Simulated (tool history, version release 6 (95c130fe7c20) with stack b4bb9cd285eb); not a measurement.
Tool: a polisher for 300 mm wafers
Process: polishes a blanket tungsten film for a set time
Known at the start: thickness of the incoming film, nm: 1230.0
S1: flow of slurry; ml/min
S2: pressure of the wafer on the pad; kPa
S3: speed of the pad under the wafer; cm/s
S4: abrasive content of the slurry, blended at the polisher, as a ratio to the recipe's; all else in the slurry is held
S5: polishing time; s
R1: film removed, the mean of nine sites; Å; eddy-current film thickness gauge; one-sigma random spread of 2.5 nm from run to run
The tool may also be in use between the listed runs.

run,hour,S1,S2,S3,S4,S5,R1
1,0.0,225,17.9,100,1.0,28,1030.90
2,2.2,225,20.0,100,1.0,28,1164.10
3,6.9,225,21.4,100,1.0,28,1243.40
4,9.6,225,21.4,78,1.0,28,963.40
5,14.2,225,22.8,82,1.0,28,1061.80
6,18.8,225,18.6,82,1.0,28,883.12
7,23.7,225,20.7,88,1.0,28,1045.50

Run 8, settings as shown, results not yet in. Your forecast:
8,31.2,230,25.5,104,1.0,28,?

R1: 1512.80 Å
